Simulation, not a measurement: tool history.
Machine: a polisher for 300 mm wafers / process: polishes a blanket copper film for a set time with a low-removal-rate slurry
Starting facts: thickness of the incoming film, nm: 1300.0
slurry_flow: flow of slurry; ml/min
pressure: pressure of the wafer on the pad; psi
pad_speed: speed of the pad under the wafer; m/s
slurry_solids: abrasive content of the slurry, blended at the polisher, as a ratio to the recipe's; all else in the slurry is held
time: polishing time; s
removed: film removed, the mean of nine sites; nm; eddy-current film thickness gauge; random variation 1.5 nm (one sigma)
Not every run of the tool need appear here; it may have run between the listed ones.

run 1 day=0.000 | slurry_flow=155 pressure=2.9 pad_speed=0.84 slurry_solids=1.0 time=52 | removed=131.17
run 2 day=0.321 | slurry_flow=155 pressure=2.2 pad_speed=0.84 slurry_solids=1.0 time=52 | removed=100.17
run 3 day=0.342 | slurry_flow=185 pressure=2.2 pad_speed=0.84 slurry_solids=1.0 time=52 | removed=106.72
run 4 day=0.392 | slurry_flow=195 pressure=2.5 pad_speed=0.84 slurry_solids=1.0 time=52 | removed=119.70
run 5 day=0.688 | slurry_flow=195 pressure=2.5 pad_speed=0.76 slurry_solids=1.0 time=52 | removed=107.33
run 6 day=0.958 | slurry_flow=200 pressure=2.8 pad_speed=0.76 slurry_solids=1.0 time=52 | removed=122.76

For run 7, what comes out?
run 7 day=1.262 | slurry_flow=210 pressure=3.0 pad_speed=0.76 slurry_solids=1.0 time=52 | removed=?

{"run 7": {"removed": 131.21}}

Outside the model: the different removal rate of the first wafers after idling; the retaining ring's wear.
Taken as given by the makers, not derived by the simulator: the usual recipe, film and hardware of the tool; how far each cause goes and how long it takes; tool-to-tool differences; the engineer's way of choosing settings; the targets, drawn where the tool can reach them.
